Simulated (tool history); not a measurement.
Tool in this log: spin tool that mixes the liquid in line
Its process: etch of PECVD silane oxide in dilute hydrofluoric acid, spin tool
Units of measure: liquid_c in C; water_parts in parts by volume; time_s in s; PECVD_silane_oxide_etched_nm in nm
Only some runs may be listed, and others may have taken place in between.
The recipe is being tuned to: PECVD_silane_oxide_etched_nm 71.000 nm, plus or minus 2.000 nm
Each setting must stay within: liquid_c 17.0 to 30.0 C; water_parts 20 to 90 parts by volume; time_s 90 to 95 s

| run | hour | liquid_c | water_parts | time_s | PECVD_silane_oxide_etched_nm |
|---|---|---|---|---|---|
| 1 | 0.0 | 22.0 | 50 | 90 | 41.975 |
| 2 | 8.5 | 25.5 | 50 | 90 | 48.596 |
| 3 | 16.9 | 25.5 | 40 | 90 | 62.464 |
| 4 | 22.8 | 25.5 | 55 | 90 | 44.088 |
| 5 | 30.5 | 25.5 | 55 | 90 | 43.905 |
| 6 | 31.1 | 25.5 | 55 | 95 | 46.589 |
| 7 | 33.6 | 26.5 | 55 | 95 | 48.802 |
| 8 | 36.3 | 27.0 | 55 | 95 | 49.682 |
| 9 | 43.4 | 30.0 | 40 | 95 | 77.600 |
| 10 | 50.6 | 29.5 | 40 | 95 | 78.174 |
| 11 | 56.2 | 26.5 | 40 | 95 | 68.286 |

Exercise: of the 5 proposed moves below, exactly one satisfies all targets within the stated allowed misses. Which move is it?
| A | 61.8 | 26.5 | 40 | 90 | ? |
| B | 61.8 | 29.5 | 45 | 95 | ? |
| C | 61.8 | 26.0 | 40 | 95 | ? |
| D | 61.8 | 24.0 | 35 | 90 | ? |
| E | 61.8 | 24.0 | 35 | 95 | ? |

| move | PECVD_silane_oxide_etched_nm |
|---|---|
| A | 64.854 |
| B | 68.228 |
| C | 67.063 |
| D | 67.253 |
| E | 70.989 |
A: misses by more than the last run did
B: about as far from the targets as the last run
C: misses by more than the last run did
D: misses by more than the last run did
E: each result inside its tolerance
E is the move that brings every result within its allowed miss.
